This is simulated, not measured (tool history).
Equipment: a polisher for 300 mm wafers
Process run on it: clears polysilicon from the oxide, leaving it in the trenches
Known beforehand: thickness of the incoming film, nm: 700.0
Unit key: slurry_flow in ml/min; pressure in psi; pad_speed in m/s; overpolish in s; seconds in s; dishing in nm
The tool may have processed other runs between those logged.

run	day	slurry_flow	pressure	pad_speed	overpolish	seconds	dishing
1	0.000	140	1.6	1.06	26	92.324	46.531
2	0.167	105	1.6	1.06	26	94.683	46.607
3	0.525	105	1.9	1.06	26	81.077	45.294
4	0.675	100	1.8	0.98	23	95.697	45.134
5	0.896	100	1.8	0.98	30	94.910	46.832
6	1.267	100	2.2	0.98	30	73.806	45.395
7	1.529	100	2.0	0.96	27	83.516	45.402
# day 1.717: worn pad replaced by a new one
8	1.717	100	1.9	0.94	24	88.761	45.142

Run 9 is up next; what results do you expect?
9	1.804	100	1.8	0.92	21	?	?

{"run 9": {"seconds": 94.487, "dishing": 44.815}}
